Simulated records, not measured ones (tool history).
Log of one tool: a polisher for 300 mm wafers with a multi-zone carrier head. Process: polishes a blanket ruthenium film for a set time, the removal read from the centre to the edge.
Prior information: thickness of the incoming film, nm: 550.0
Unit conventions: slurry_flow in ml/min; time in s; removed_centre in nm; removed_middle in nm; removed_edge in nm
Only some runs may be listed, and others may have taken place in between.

run 1 hour=0 | slurry_flow=280 centre_zone=1 middle_zone=1 edge_zone=1 time=86 | removed_centre=79.164 removed_middle=81.243 removed_edge=80.248
run 2 hour=2.9 | slurry_flow=280 centre_zone=1 middle_zone=1 edge_zone=1 time=77 | removed_centre=71.616 removed_middle=71.787 removed_edge=71.229
run 3 hour=11.9 | slurry_flow=275 centre_zone=0.97 middle_zone=0.96 edge_zone=1 time=71 | removed_centre=62.656 removed_middle=64.092 removed_edge=65.023
run 4 hour=15.4 | slurry_flow=275 centre_zone=0.9 middle_zone=0.96 edge_zone=1 time=71 | removed_centre=59.03 removed_middle=64.157 removed_edge=65.279
run 5 hour=19.3 | slurry_flow=275 centre_zone=0.9 middle_zone=0.96 edge_zone=0.97 time=71 | removed_centre=59.838 removed_middle=64.821 removed_edge=64.076
run 6 hour=25.1 | slurry_flow=270 centre_zone=0.9 middle_zone=0.92 edge_zone=0.98 time=68 | removed_centre=56.459 removed_middle=58.799 removed_edge=62.959

What does the tool deliver on the next run?
run 7 hour=32.5 | slurry_flow=270 centre_zone=0.9 middle_zone=0.9 edge_zone=0.96 time=65 | removed_centre=? removed_middle=? removed_edge=?

{"run 7": {"removed_centre": 54.509, "removed_middle": 56.294, "removed_edge": 58.131}}

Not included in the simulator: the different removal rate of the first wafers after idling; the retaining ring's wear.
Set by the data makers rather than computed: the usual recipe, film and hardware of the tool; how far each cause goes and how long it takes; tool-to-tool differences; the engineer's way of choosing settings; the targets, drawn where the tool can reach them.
